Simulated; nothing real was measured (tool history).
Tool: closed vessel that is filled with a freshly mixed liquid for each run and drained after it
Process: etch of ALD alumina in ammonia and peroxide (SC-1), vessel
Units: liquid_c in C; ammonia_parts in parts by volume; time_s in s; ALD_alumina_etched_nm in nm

{"run": 1, "hour": 0.0, "liquid_c": 52.0, "ammonia_parts": 1.0, "time_s": 510, "ALD_alumina_etched_nm": 29.974}
{"run": 2, "hour": 6.8, "liquid_c": 52.0, "ammonia_parts": 1.0, "time_s": 510, "ALD_alumina_etched_nm": 29.874}
{"run": 3, "hour": 7.7, "liquid_c": 46.5, "ammonia_parts": 1.0, "time_s": 510, "ALD_alumina_etched_nm": 21.783}
{"run": 4, "hour": 15.4, "liquid_c": 45.0, "ammonia_parts": 1.0, "time_s": 510, "ALD_alumina_etched_nm": 19.994}
{"run": 5, "hour": 19.8, "liquid_c": 43.5, "ammonia_parts": 1.0, "time_s": 510, "ALD_alumina_etched_nm": 18.65}
{"run": 6, "hour": 24.3, "liquid_c": 48.0, "ammonia_parts": 1.0, "time_s": 510, "ALD_alumina_etched_nm": 23.791}
{"hour": 27.4, "done": "new drum of ammonia solution connected"}
{"run": 7, "hour": 27.4, "liquid_c": 46.0, "ammonia_parts": 1.0, "time_s": 510, "ALD_alumina_etched_nm": 21.336}

Forecast run 8:
{"run": 8, "hour": 34.7, "liquid_c": 44.5, "ammonia_parts": 1.0, "time_s": 510, "ALD_alumina_etched_nm": "?"}

ALD_alumina_etched_nm: 19.882 nm
